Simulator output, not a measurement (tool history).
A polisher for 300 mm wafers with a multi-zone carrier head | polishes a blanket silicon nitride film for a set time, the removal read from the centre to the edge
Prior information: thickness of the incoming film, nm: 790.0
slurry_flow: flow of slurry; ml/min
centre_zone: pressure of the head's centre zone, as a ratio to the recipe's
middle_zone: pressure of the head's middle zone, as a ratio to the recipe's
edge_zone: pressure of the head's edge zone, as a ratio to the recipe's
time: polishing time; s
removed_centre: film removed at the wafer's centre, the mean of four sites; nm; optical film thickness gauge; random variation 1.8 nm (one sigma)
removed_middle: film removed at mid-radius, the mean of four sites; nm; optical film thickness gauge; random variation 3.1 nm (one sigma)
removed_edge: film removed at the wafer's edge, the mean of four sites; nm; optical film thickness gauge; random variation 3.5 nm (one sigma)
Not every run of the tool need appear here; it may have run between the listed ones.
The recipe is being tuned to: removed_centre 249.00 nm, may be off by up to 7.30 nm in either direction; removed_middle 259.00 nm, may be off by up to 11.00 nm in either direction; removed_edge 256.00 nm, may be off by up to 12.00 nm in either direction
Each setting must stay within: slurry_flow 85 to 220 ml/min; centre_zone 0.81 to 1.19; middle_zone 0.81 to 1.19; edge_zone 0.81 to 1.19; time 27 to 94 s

run    day  slurry_flow  centre_zone  middle_zone  edge_zone  time  removed_centre  removed_middle  removed_edge
  1  0.000          140         1.00         1.00       1.00    60          191.84          192.67        188.56
  2  0.171          145         1.00         1.01       1.02    61          195.91          194.93        191.92
  3  0.288          145         1.00         1.02       1.03    63          199.83          208.91        198.48
  4  0.425          120         1.00         1.02       1.03    63          191.72          196.39        197.18
  5  0.733          120         1.00         1.02       1.11    63          192.03          196.48        201.81
  6  0.762          135         1.00         1.02       1.11    63          198.62          205.14        207.69
  7  1.100          135         1.00         1.02       1.11    63          198.12          202.24        208.50
  8  1.450          140         1.00         1.03       1.12    64          202.95          204.54        213.52
  9  1.788          145         1.00         1.04       1.12    65          207.97          213.43        216.95
 10  1.829          150         1.00         1.05       1.13    66          213.68          220.05        222.49
 11  2.129          155         1.00         1.06       1.14    67          218.88          222.81        232.45
 12  2.300          160         1.00         1.07       1.14    67          221.16          227.09        232.07
 13  2.362          165         1.00         1.08       1.14    67          220.73          232.91        227.68
 14  2.571          170         1.00         1.08       1.15    68          226.38          236.25        234.08
 15  2.942          180         1.00         1.09       1.17    70          235.70          246.15        247.02

Below are 5 possible settings for the next run. Only one of them brings all results inside the allowed miss of their targets. Which is it?
  A  3.312          210         1.02         0.98       1.16    71               ?               ?             ?
  B  3.312          200         1.11         1.19       1.05    68               ?               ?             ?
  C  3.312          160         0.89         0.81       1.19    74               ?               ?             ?
  D  3.312          185         0.98         1.05       1.10    74               ?               ?             ?
  E  3.312          175         0.91         1.12       1.18    72               ?               ?             ?

move  removed_centre  removed_middle  removed_edge
   A          249.18          243.66        255.04
   B          250.83          260.65        230.56
   C          225.90          218.29        261.01
   D          247.65          259.55        254.84
   E          227.40          260.22        255.14
A: corrects the largest miss of the last run, while another result sits out of spec
B: corrects the largest miss of the last run, while another result sits out of spec
C: its largest miss is bigger than the last run's
D: every result lands within tolerance
E: its largest miss is bigger than the last run's
The right move is D.
